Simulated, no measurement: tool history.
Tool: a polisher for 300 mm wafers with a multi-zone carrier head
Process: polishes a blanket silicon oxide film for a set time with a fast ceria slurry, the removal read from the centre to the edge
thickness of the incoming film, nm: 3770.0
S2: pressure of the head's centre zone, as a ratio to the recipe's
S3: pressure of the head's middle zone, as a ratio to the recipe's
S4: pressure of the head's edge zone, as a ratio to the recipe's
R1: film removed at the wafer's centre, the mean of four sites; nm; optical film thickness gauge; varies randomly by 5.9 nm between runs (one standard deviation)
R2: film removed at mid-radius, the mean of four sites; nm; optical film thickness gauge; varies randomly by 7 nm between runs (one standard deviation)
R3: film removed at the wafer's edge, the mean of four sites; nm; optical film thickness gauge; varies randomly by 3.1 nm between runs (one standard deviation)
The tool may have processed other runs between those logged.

{"run": 1, "hour": 0.0, "flow of slurry (ml/min)": 305, "S2": 1.0, "S3": 1.0, "S4": 1.0, "polishing time (s)": 34, "R1": 565.34, "R2": 571.66, "R3": 581.13}
{"run": 2, "hour": 8.1, "flow of slurry (ml/min)": 300, "S2": 0.99, "S3": 1.0, "S4": 0.95, "polishing time (s)": 33, "R1": 547.93, "R2": 557.27, "R3": 551.19}
{"run": 3, "hour": 14.4, "flow of slurry (ml/min)": 300, "S2": 0.99, "S3": 1.0, "S4": 0.95, "polishing time (s)": 28, "R1": 464.1, "R2": 475.61, "R3": 470.78}
{"run": 4, "hour": 22.1, "flow of slurry (ml/min)": 310, "S2": 1.01, "S3": 1.03, "S4": 0.97, "polishing time (s)": 28, "R1": 470.25, "R2": 491.02, "R3": 474.18}
{"run": 5, "hour": 24.8, "flow of slurry (ml/min)": 310, "S2": 1.01, "S3": 1.08, "S4": 0.97, "polishing time (s)": 28, "R1": 473.89, "R2": 502.17, "R3": 469.68}
{"run": 6, "hour": 29.0, "flow of slurry (ml/min)": 310, "S2": 0.95, "S3": 1.08, "S4": 0.97, "polishing time (s)": 28, "R1": 458.03, "R2": 505.47, "R3": 473.89}

Run 7 is up next; what results do you expect?
{"run": 7, "hour": 37.9, "flow of slurry (ml/min)": 320, "S2": 0.98, "S3": 1.08, "S4": 0.99, "polishing time (s)": 28, "R1": "?", "R2": "?", "R3": "?"}

R1: 462.04 nm
R2: 500.10 nm
R3: 479.00 nm

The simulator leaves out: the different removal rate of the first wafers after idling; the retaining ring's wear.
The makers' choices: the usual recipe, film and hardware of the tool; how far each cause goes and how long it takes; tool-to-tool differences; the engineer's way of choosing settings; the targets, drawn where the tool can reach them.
